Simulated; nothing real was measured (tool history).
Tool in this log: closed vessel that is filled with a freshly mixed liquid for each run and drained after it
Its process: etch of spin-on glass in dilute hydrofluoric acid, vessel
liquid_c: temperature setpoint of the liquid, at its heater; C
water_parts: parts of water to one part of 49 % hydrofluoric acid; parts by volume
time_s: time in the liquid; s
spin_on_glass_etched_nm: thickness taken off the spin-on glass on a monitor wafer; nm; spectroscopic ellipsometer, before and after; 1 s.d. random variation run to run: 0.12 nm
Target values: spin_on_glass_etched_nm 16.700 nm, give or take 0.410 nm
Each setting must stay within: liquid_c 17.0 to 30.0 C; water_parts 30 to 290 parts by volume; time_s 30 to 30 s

run,hour,liquid_c,water_parts,time_s,spin_on_glass_etched_nm
1,0.0,22.0,160,30,10.596
2,8.6,22.0,160,30,10.641
3,10.9,22.0,120,30,14.663
4,15.2,22.5,120,30,15.097
5,19.3,23.0,120,30,15.087
6,25.4,23.0,70,30,27.850
7,26.6,21.5,75,30,24.371
8,28.3,20.5,80,30,21.796
9,29.7,19.5,85,30,19.476
10,36.8,19.0,85,30,19.196
11,44.0,19.0,85,30,19.309
# hour 46.9: thermometer replaced
12,46.9,18.5,85,30,17.897
13,49.7,18.0,85,30,17.491
14,52.0,18.0,85,30,17.526

Which single option among these 4 for the next run brings every result within its allowed miss of target? Just one does.
A,54.3,17.0,85,30,?
B,54.3,17.5,80,30,?
C,54.3,17.0,75,30,?
D,54.3,18.5,85,30,?

move,spin_on_glass_etched_nm
A,16.647
B,18.165
C,19.070
D,17.737
A: all results in spec
B: further off than the last run
C: further off than the last run
D: further off than the last run
So the answer is move A, the one that meets all the targets.
